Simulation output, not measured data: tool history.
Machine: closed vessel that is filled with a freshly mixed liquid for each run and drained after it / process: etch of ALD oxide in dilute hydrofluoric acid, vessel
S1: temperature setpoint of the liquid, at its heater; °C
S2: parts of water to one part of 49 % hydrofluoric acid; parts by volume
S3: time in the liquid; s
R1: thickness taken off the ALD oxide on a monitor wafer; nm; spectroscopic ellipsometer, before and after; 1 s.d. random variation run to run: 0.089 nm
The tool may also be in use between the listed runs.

| run | day | S1 | S2 | S3 | R1 |
|---|---|---|---|---|---|
| 1 | 0.000 | 20.0 | 220 | 350 | 16.070 |
| 2 | 0.292 | 20.0 | 220 | 250 | 11.595 |
| 3 | 0.658 | 19.0 | 225 | 250 | 11.046 |
| 4 | 0.975 | 19.0 | 225 | 250 | 10.986 |
| 5 | 1.112 | 19.0 | 225 | 250 | 10.652 |
| 6 | 1.275 | 19.0 | 225 | 350 | 15.170 |
| 7 | 1.629 | 18.5 | 250 | 350 | 13.150 |
| 8 | 1.833 | 18.0 | 275 | 350 | 11.592 |
| 9 | 1.971 | 18.0 | 290 | 350 | 10.692 |

Run 10 comes next. What will it give?
| 10 | 2.108 | 18.0 | 300 | 350 | ? |

Run 10 yielded R1 10.135 nm.

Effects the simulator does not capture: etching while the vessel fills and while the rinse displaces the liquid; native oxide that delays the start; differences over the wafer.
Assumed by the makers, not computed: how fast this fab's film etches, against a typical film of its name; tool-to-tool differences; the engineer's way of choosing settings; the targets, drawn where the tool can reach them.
